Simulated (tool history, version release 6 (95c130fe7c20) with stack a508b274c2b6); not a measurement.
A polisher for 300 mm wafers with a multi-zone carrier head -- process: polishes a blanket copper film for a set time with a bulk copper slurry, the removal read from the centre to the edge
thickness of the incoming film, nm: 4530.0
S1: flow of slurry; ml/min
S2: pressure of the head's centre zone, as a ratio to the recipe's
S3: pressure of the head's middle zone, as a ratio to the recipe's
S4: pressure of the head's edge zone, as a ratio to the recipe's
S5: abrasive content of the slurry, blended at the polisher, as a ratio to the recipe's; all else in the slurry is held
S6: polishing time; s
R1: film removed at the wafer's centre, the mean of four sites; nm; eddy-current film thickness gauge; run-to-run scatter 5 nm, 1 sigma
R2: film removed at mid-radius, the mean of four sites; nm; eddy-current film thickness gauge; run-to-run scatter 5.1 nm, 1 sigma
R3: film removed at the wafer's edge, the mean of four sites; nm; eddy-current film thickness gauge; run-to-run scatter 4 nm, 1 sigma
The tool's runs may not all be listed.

run	hour	S1	S2	S3	S4	S5	S6	R1	R2	R3
1	0	225	1	1	1	1	43	421.55	414.68	413.49
2	7.4	225	0.97	1	1	1	43	403.36	414.49	415.46
3	12.7	225	1.05	1	1	1	43	442.31	421.55	410.3
4	18.9	265	1.05	1	1	1	43	453.04	428.87	414.2
5	25.7	260	1.07	0.99	1.04	1.15	45	492.84	454.93	455.07
6	30.2	260	1.07	1.02	1.04	1.15	45	493.75	465.4	450.72
7	36.6	265	1.09	1.01	1.07	1.25	46	524.51	481.25	483.91
8	40.5	275	1.11	1.02	1.1	1.35	46	541.32	490.95	489.72
9	41.6	280	1.12	1.02	1.12	1.4	47	569.15	517.44	525.62

Run 10, settings as shown, results not yet in. Your forecast:
10	44.5	290	1.13	1.02	1.13	1.4	47	?	?	?

{"run 10": {"R1": 575.05, "R2": 503.92, "R3": 520.43}}
